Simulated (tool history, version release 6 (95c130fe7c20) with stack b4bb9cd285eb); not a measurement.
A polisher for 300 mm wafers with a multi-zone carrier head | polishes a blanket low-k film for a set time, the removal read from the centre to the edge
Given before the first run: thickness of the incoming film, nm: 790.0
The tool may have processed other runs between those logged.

run	day	flow of slurry (ml/min)	pressure of the head's centre zone	pressure of the head's middle zone	pressure of the head's edge zone	abrasive content of the slurry	polishing time (s)	film removed at the wafer's centre (Å)	film removed at mid-radius (Å)	film removed at the wafer's edge (Å)
1	0	300	1	1	1	1	34	138.28	142.94	135.55
2	0.375	300	1	1	1	1.15	34	151.23	154.51	146.96
3	0.508	290	0.95	1.01	0.98	1.15	34	141.17	152.45	144.67
4	0.754	280	0.92	1.03	0.96	1.15	34	135.62	158	142.2
5	0.992	280	0.92	1.03	0.92	1.15	34	135.06	154.77	138.99
6	1.325	270	0.9	1.03	0.92	1.15	34	133.57	152.67	138.14
7	1.429	265	0.88	1.03	0.92	1.15	34	128.1	155.05	138.43

Estimate the outcome of run 8 from the log above:
8	1.792	255	0.87	1.03	0.92	1.15	34	?	?	?

film removed at the wafer's centre (Å): 126.48
film removed at mid-radius (Å): 152.51
film removed at the wafer's edge (Å): 138

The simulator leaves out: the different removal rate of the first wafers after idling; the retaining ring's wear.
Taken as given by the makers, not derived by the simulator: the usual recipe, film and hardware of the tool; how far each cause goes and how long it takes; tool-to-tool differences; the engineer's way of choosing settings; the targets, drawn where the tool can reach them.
